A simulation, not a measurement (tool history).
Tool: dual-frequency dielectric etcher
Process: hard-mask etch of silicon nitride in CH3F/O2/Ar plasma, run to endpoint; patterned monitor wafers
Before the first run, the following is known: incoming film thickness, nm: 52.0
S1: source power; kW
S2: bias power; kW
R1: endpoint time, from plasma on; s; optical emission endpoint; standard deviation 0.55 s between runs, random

{"run": 1, "hour": 0.0, "S1": 0.51, "S2": 0.065, "R1": 72.331}
{"run": 2, "hour": 0.7, "S1": 0.52, "S2": 0.066, "R1": 72.075}
{"run": 3, "hour": 2.0, "S1": 0.53, "S2": 0.067, "R1": 70.305}
{"run": 4, "hour": 9.7, "S1": 0.54, "S2": 0.067, "R1": 69.75}
{"run": 5, "hour": 17.1, "S1": 0.54, "S2": 0.058, "R1": 73.419}
{"run": 6, "hour": 18.8, "S1": 0.54, "S2": 0.053, "R1": 75.422}
{"run": 7, "hour": 23.4, "S1": 0.54, "S2": 0.053, "R1": 75.954}

Predict the results of run 8:
{"run": 8, "hour": 32.3, "S1": 0.56, "S2": 0.054, "R1": "?"}

{"run 8": {"R1": 74.561}}
